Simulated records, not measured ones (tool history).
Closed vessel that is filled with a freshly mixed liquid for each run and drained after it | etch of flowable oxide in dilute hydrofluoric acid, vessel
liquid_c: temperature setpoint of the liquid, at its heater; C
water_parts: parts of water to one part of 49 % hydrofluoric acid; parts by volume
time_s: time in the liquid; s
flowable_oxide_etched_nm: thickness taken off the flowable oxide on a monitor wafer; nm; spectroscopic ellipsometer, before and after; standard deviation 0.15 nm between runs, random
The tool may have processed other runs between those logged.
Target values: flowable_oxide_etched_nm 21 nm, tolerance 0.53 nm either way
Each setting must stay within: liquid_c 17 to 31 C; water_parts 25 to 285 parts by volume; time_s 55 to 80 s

run 1 hour=0 | liquid_c=23 water_parts=155 time_s=80 | flowable_oxide_etched_nm=18.561
run 2 hour=4.3 | liquid_c=21.5 water_parts=155 time_s=80 | flowable_oxide_etched_nm=17.423
run 3 hour=9.2 | liquid_c=21.5 water_parts=155 time_s=80 | flowable_oxide_etched_nm=17.492
run 4 hour=10.7 | liquid_c=22.5 water_parts=155 time_s=80 | flowable_oxide_etched_nm=18.154
run 5 hour=18.1 | liquid_c=23 water_parts=155 time_s=80 | flowable_oxide_etched_nm=18.508
-- hour=23.7 hydrofluoric acid flow meter replaced
run 6 hour=23.7 | liquid_c=26 water_parts=155 time_s=80 | flowable_oxide_etched_nm=17.88
run 7 hour=33 | liquid_c=26 water_parts=150 time_s=80 | flowable_oxide_etched_nm=18.864
run 8 hour=42.2 | liquid_c=26 water_parts=145 time_s=80 | flowable_oxide_etched_nm=19.619
run 9 hour=46.2 | liquid_c=26 water_parts=140 time_s=80 | flowable_oxide_etched_nm=20.397

Exactly one of the 5 candidate moves below puts every result within its allowed miss. Which one?
run A hour=50.2 | liquid_c=28 water_parts=155 time_s=80 | flowable_oxide_etched_nm=?
run B hour=50.2 | liquid_c=25 water_parts=125 time_s=80 | flowable_oxide_etched_nm=?
run C hour=50.2 | liquid_c=26 water_parts=130 time_s=80 | flowable_oxide_etched_nm=?
run D hour=50.2 | liquid_c=28 water_parts=110 time_s=55 | flowable_oxide_etched_nm=?
run E hour=50.2 | liquid_c=26.5 water_parts=100 time_s=55 | flowable_oxide_etched_nm=?

move=A flowable_oxide_etched_nm=19.814
move=B flowable_oxide_etched_nm=22.775
move=C flowable_oxide_etched_nm=22.615
move=D flowable_oxide_etched_nm=20.337
move=E flowable_oxide_etched_nm=21.401
A: moves away from the targets compared with the last run
B: moves the result that the last run missed by most past its target, out the other side
C: moves the result that the last run missed by most past its target, out the other side
D: moves away from the targets compared with the last run
E: every result lands within tolerance
So the answer is move E, the one that meets all the targets.
